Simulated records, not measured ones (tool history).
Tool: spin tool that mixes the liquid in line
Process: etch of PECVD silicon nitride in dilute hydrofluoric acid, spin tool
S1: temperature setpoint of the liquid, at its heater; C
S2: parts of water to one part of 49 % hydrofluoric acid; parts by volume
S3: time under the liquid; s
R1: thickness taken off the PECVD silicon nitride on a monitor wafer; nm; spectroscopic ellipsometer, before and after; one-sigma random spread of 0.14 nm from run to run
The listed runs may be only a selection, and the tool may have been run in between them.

run,hour,S1,S2,S3,R1
1,0.0,23.0,240,300,3.5660
2,4.1,25.5,200,300,5.1035
3,9.2,23.5,200,300,4.5935
4,12.9,23.5,285,300,3.1708
5,20.8,25.5,235,300,4.2770
6,27.0,22.0,235,300,3.4906
# hour 34.7: hydrofluoric acid flow meter replaced
7,34.7,26.0,140,305,6.9344
8,35.5,27.5,135,305,8.0271
9,41.4,28.5,135,305,8.5828

Run 10, settings as shown, results not yet in. Your forecast:
10,47.4,29.0,135,305,?

Logged for run 10: R1 8.7574 nm.

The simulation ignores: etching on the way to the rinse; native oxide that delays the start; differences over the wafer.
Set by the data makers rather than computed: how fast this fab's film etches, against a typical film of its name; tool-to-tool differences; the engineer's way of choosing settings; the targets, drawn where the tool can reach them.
